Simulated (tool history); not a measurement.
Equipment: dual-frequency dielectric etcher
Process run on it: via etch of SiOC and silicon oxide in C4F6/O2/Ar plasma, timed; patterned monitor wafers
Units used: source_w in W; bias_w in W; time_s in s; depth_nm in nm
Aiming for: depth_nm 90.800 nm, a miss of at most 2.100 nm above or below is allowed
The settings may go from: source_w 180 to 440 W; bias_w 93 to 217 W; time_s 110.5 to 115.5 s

Run 1, hour 0.0: source_w 310 W, bias_w 155 W, time_s 110.5 s. Result: depth_nm 99.472 nm.
Run 2, hour 2.4: source_w 360 W, bias_w 155 W, time_s 110.5 s. Result: depth_nm 104.590 nm.
Run 3, hour 4.6: source_w 330 W, bias_w 150 W, time_s 110.5 s. Result: depth_nm 99.749 nm.
Run 4, hour 12.9: source_w 330 W, bias_w 163 W, time_s 110.5 s. Result: depth_nm 104.070 nm.
Run 5, hour 13.5: source_w 330 W, bias_w 163 W, time_s 115.5 s. Result: depth_nm 109.000 nm.
Run 6, hour 19.8: source_w 300 W, bias_w 156 W, time_s 115.0 s. Result: depth_nm 102.400 nm.
Run 7, hour 22.9: source_w 280 W, bias_w 153 W, time_s 115.0 s. Result: depth_nm 99.474 nm.
Run 8, hour 27.9: source_w 260 W, bias_w 151 W, time_s 115.0 s. Result: depth_nm 96.754 nm.
Run 9, hour 36.7: source_w 250 W, bias_w 149 W, time_s 115.0 s. Result: depth_nm 94.989 nm.
Run 10, hour 42.8: source_w 240 W, bias_w 148 W, time_s 115.0 s. Result: depth_nm 93.660 nm.

Which one of the following 5 next-run settings gets every result inside its allowed miss? There is exactly one.
Run A, hour 48.9: source_w 260 W, bias_w 167 W, time_s 111.0 s. Result: depth_nm ?.
Run B, hour 48.9: source_w 240 W, bias_w 165 W, time_s 115.5 s. Result: depth_nm ?.
Run C, hour 48.9: source_w 240 W, bias_w 149 W, time_s 112.5 s. Result: depth_nm ?.
Run D, hour 48.9: source_w 270 W, bias_w 151 W, time_s 115.5 s. Result: depth_nm ?.
Run E, hour 48.9: source_w 290 W, bias_w 163 W, time_s 114.0 s. Result: depth_nm ?.

move  depth_nm
   A    97.569
   B    98.425
   C    91.486
   D    98.166
   E   102.690
A: the biggest miss grows against the last run
B: the biggest miss grows against the last run
C: in spec on every target
D: the biggest miss grows against the last run
E: the biggest miss grows against the last run
Go with C: it meets all targets.
